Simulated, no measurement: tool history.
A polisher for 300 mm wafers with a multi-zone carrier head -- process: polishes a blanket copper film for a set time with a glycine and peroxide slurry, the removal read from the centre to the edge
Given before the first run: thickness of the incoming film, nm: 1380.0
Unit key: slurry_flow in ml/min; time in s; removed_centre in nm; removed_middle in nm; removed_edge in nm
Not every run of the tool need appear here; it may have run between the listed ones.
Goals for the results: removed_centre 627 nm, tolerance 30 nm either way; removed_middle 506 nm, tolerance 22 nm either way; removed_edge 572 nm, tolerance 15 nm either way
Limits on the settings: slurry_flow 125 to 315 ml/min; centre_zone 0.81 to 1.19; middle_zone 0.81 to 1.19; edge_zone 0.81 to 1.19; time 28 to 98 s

run	hour	slurry_flow	centre_zone	middle_zone	edge_zone	time	removed_centre	removed_middle	removed_edge
1	0	205	1	1	1	63	358.97	374.99	362.35
2	2.6	215	1.04	0.98	1.04	68	403.53	404.97	409.68
3	7.9	225	1.07	0.96	1.04	72	450.1	398.86	428.77
4	15.8	230	1.1	0.97	1.07	75	491.72	442.02	454.63
5	24.5	185	1.1	0.97	1.07	75	463.23	416.3	441.26
6	26.4	185	1.1	0.97	1.1	75	458.36	418.25	452.39
7	28.6	200	1.12	0.97	1.12	77	493.72	430.32	470.44
8	30.6	215	1.13	0.97	1.14	79	505.83	450.51	489.17
9	37.8	220	1.14	0.96	1.15	81	538.87	459.17	501.72
10	43.9	225	1.14	0.95	1.16	83	553.41	469.63	524.75
11	52.2	235	1.15	0.95	1.17	84	575.88	474.13	535.2
12	55	240	1.15	0.95	1.17	85	572.93	484.42	534.88
13	64	240	1.16	0.95	1.17	86	580.87	489.18	545.17
14	69.3	245	1.17	0.95	1.17	87	597.39	500.9	561.46
15	75.1	250	1.17	0.94	1.16	87	606.95	496.59	553.03

Which single option among these 4 for the next run brings every result within its allowed miss of target? Just one does.
A	80.9	260	1.09	0.93	1.16	85	?	?	?
B	80.9	240	1.13	0.87	1.03	95	?	?	?
C	80.9	255	1.19	0.95	1.04	86	?	?	?
D	80.9	300	1.16	0.96	1.16	83	?	?	?

move	removed_centre	removed_middle	removed_edge
A	551.97	484.04	547.02
B	632.47	506.8	571.94
C	608.58	497.19	522.66
D	583.96	492.86	540.36
A: lands further from the targets than the last run did
B: every result within its allowed miss
C: lands further from the targets than the last run did
D: lands further from the targets than the last run did
Answer: B
